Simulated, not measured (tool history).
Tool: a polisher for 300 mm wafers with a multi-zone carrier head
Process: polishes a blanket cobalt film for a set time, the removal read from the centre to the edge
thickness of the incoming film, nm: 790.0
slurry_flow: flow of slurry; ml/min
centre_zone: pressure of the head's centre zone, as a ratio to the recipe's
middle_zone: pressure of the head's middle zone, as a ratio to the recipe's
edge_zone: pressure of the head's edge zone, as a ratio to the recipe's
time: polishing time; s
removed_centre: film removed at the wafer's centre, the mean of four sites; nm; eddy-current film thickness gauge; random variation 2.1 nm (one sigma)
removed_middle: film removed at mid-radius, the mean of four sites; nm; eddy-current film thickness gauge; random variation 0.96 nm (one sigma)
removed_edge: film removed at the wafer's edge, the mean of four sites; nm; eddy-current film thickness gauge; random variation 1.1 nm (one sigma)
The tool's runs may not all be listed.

| run | hour | slurry_flow | centre_zone | middle_zone | edge_zone | time | removed_centre | removed_middle | removed_edge |
|---|---|---|---|---|---|---|---|---|---|
| 1 | 0 | 175 | 1 | 1 | 1 | 33 | 145.1 | 146.54 | 146.96 |
| 2 | 3.6 | 175 | 1.06 | 1 | 1 | 33 | 155.07 | 146.39 | 144.76 |
| 3 | 10.3 | 175 | 1.06 | 1.07 | 1 | 33 | 157.39 | 153.85 | 144.21 |
| 4 | 17.7 | 175 | 0.98 | 1.07 | 1 | 33 | 144.62 | 152.38 | 147.41 |
| 5 | 21.4 | 170 | 1 | 1.07 | 0.97 | 32 | 136.47 | 149.08 | 140.81 |
| 6 | 27 | 175 | 1.04 | 1.06 | 0.95 | 31 | 143.22 | 142.35 | 134.65 |

Forecast run 7:
| 7 | 31 | 170 | 1.06 | 1.07 | 0.92 | 31 | ? | ? | ? |

{"run 7": {"removed_centre": 144.64, "removed_middle": 142.59, "removed_edge": 132.54}}

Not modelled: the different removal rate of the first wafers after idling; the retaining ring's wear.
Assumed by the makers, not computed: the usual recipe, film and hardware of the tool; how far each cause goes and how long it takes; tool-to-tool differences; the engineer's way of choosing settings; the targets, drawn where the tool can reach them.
